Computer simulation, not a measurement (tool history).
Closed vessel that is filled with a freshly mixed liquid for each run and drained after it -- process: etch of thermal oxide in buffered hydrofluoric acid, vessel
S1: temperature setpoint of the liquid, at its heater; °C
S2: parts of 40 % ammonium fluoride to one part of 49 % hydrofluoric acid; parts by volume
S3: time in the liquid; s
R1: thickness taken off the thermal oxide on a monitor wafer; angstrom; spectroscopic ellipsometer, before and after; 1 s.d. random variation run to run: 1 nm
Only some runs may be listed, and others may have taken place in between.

run    day  S1    S2   S3      R1
  1      0  21  10.5  105  952.08
  2  0.096  21    12  105  833.53
  3  0.312  21    12  110  865.56
  4  0.554  22    12  110  916.17
  5  0.712  22    13  110  861.44
  6  0.946  22    13  110  855.33
  7  1.329  23    13  110  903.22

What will run 8 give?
  8  1.475  27  11.5  110   ?

R1: 1261.8 angstrom
